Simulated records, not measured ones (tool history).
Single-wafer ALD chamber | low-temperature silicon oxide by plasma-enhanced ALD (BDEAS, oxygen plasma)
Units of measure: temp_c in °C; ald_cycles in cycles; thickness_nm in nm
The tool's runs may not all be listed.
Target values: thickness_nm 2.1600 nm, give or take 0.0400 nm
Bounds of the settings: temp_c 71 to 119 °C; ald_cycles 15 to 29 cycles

{"run": 1, "day": 0.0, "temp_c": 95, "ald_cycles": 22, "thickness_nm": 3.0694}
{"run": 2, "day": 0.133, "temp_c": 98, "ald_cycles": 21, "thickness_nm": 2.9038}
{"run": 3, "day": 0.392, "temp_c": 98, "ald_cycles": 24, "thickness_nm": 3.3009}
{"run": 4, "day": 0.7, "temp_c": 92, "ald_cycles": 24, "thickness_nm": 3.3767}
{"run": 5, "day": 1.004, "temp_c": 92, "ald_cycles": 27, "thickness_nm": 3.7872}
{"run": 6, "day": 1.058, "temp_c": 92, "ald_cycles": 28, "thickness_nm": 3.929}
{"run": 7, "day": 1.362, "temp_c": 97, "ald_cycles": 26, "thickness_nm": 3.6047}
{"run": 8, "day": 1.725, "temp_c": 101, "ald_cycles": 24, "thickness_nm": 3.2906}
{"run": 9, "day": 1.767, "temp_c": 104, "ald_cycles": 22, "thickness_nm": 3.0006}
{"run": 10, "day": 1.867, "temp_c": 107, "ald_cycles": 21, "thickness_nm": 2.812}
{"run": 11, "day": 1.892, "temp_c": 109, "ald_cycles": 20, "thickness_nm": 2.7056}

Consider the 4 candidate settings below. Which is the only one whose results all fall within their allowed miss of target?
{"run": "A", "day": 1.917, "temp_c": 101, "ald_cycles": 18, "thickness_nm": "?"}
{"run": "B", "day": 1.917, "temp_c": 100, "ald_cycles": 25, "thickness_nm": "?"}
{"run": "C", "day": 1.917, "temp_c": 107, "ald_cycles": 25, "thickness_nm": "?"}
{"run": "D", "day": 1.917, "temp_c": 110, "ald_cycles": 16, "thickness_nm": "?"}

move=A thickness_nm=2.4671
move=B thickness_nm=3.4357
move=C thickness_nm=3.3939
move=D thickness_nm=2.1616
A: nearer than the last run, and not there yet
B: its largest miss is bigger than the last run's
C: its largest miss is bigger than the last run's
D: every result within its allowed miss
The right move is D.
